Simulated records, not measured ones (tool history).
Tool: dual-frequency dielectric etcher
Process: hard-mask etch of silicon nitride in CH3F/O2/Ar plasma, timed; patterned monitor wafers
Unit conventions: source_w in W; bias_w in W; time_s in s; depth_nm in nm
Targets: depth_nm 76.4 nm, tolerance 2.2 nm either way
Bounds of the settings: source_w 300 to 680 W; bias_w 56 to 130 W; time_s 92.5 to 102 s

| run | day | source_w | bias_w | time_s | depth_nm |
|---|---|---|---|---|---|
| 1 | 0 | 490 | 93 | 102 | 86.624 |
| 2 | 0.233 | 530 | 93 | 102 | 89.739 |
| 3 | 0.262 | 530 | 85 | 102 | 87.79 |
| 4 | 0.471 | 500 | 82 | 101.5 | 84.132 |
| 5 | 0.821 | 500 | 82 | 102 | 83.752 |
| 6 | 0.971 | 550 | 82 | 102 | 88.885 |
| 7 | 1.038 | 520 | 80 | 101.5 | 84.752 |
| 8 | 1.204 | 500 | 79 | 101 | 81.6 |
| 9 | 1.383 | 490 | 78 | 101 | 80.563 |
| 10 | 1.592 | 480 | 77 | 101 | 79.823 |

Below are 4 possible settings for the next run. Only one of them brings all results inside the allowed miss of their targets. Which is it?
| A | 1.8 | 430 | 87 | 92.5 | ? |
| B | 1.8 | 450 | 65 | 102 | ? |
| C | 1.8 | 430 | 72 | 98.5 | ? |
| D | 1.8 | 480 | 74 | 100 | ? |

| move | depth_nm |
|---|---|
| A | 70.76 |
| B | 72.822 |
| C | 70.649 |
| D | 77.495 |
A: the result that was furthest off in the last run now lies on the other side of its target
B: the result that was furthest off in the last run now lies on the other side of its target
C: the result that was furthest off in the last run now lies on the other side of its target
D: all results in spec
Correct choice: D, which meets every target
